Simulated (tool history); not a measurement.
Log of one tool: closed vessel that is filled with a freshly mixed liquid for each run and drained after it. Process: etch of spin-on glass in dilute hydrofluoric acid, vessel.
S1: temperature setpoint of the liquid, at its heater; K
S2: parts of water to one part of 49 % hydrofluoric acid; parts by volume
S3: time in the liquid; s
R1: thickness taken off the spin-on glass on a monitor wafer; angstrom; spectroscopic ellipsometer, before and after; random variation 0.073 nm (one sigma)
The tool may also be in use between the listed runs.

run,hour,S1,S2,S3,R1
1,0,295.15,165,95,216.64
2,2.9,295.15,165,95,218.2
3,8.9,295.15,115,95,331.25
4,13.4,293.65,120,95,296.46
5,17.2,292.65,125,95,271.79
6,26.5,291.15,125,95,255.74
7,30,290.15,135,95,224.22

Run 8 comes next. What will it give?
8,32.5,290.65,135,95,?

{"run 8": {"R1": 228.72}}

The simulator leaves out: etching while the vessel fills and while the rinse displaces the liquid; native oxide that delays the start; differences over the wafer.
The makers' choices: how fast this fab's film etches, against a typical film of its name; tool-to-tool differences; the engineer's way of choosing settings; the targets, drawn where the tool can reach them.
